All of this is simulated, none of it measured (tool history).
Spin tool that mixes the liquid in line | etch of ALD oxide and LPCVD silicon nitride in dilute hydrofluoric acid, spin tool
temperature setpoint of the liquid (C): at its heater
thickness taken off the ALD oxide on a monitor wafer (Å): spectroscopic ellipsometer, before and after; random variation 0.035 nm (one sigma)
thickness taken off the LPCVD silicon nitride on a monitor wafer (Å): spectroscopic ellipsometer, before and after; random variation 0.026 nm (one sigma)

| run | hour | temperature setpoint of the liquid (C) | parts of water to one part of 49 % hydrofluoric acid (parts by volume) | time under the liquid (s) | thickness taken off the ALD oxide on a monitor wafer (Å) | thickness taken off the LPCVD silicon nitride on a monitor wafer (Å) |
|---|---|---|---|---|---|---|
| 1 | 0.0 | 21.0 | 180 | 180 | 79.151 | 4.4869 |
| 2 | 8.3 | 21.0 | 115 | 180 | 133.030 | 5.5181 |
| 3 | 16.6 | 21.0 | 180 | 180 | 79.076 | 4.3769 |
| 4 | 20.9 | 21.0 | 180 | 120 | 53.180 | 2.5795 |
| 5 | 25.7 | 21.0 | 180 | 55 | 24.268 | 1.4099 |
| 6 | 32.9 | 17.5 | 180 | 55 | 20.761 | 1.0759 |
| 7 | 41.5 | 19.5 | 180 | 55 | 22.953 | 1.0881 |
| 8 | 50.2 | 21.5 | 180 | 55 | 24.459 | 1.5042 |
| 9 | 57.6 | 22.5 | 170 | 55 | 27.150 | 1.7397 |
| 10 | 63.5 | 23.0 | 160 | 55 | 30.069 | 1.8734 |
| 11 | 67.6 | 27.0 | 135 | 55 | 42.827 | 2.0910 |
| 12 | 76.1 | 25.5 | 125 | 65 | 52.237 | 3.0915 |

The next listed run, before its measurement:
| 13 | 81.1 | 25.0 | 125 | 65 | ? | ? |

{"run 13": {"thickness taken off the ALD oxide on a monitor wafer (Å)": 51.559, "thickness taken off the LPCVD silicon nitride on a monitor wafer (Å)": 2.7759}}
